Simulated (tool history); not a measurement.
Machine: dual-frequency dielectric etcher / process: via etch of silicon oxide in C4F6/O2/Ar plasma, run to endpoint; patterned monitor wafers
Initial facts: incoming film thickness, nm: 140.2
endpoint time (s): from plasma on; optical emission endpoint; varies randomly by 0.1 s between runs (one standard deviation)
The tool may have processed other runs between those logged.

run 1 hour=0.0 | bias_power_(W)=468 source_power_(W)=290 Ar_flow_(sccm)=301 | endpoint_time_(s)=38.375
run 2 hour=6.3 | bias_power_(W)=509 source_power_(W)=290 Ar_flow_(sccm)=300 | endpoint_time_(s)=37.574
run 3 hour=12.2 | bias_power_(W)=543 source_power_(W)=300 Ar_flow_(sccm)=298 | endpoint_time_(s)=36.316
run 4 hour=16.8 | bias_power_(W)=543 source_power_(W)=300 Ar_flow_(sccm)=329 | endpoint_time_(s)=36.542
run 5 hour=18.0 | bias_power_(W)=570 source_power_(W)=300 Ar_flow_(sccm)=328 | endpoint_time_(s)=36.355
run 6 hour=20.4 | bias_power_(W)=589 source_power_(W)=310 Ar_flow_(sccm)=326 | endpoint_time_(s)=35.145
run 7 hour=21.9 | bias_power_(W)=636 source_power_(W)=310 Ar_flow_(sccm)=325 | endpoint_time_(s)=34.611
run 8 hour=26.1 | bias_power_(W)=640 source_power_(W)=310 Ar_flow_(sccm)=324 | endpoint_time_(s)=34.558

What does the tool deliver on the next run?
-- hour=28.6 Ar flow controller replaced
run 9 hour=28.6 | bias_power_(W)=644 source_power_(W)=310 Ar_flow_(sccm)=323 | endpoint_time_(s)=?

Run 9 yielded endpoint time (s) 34.688.
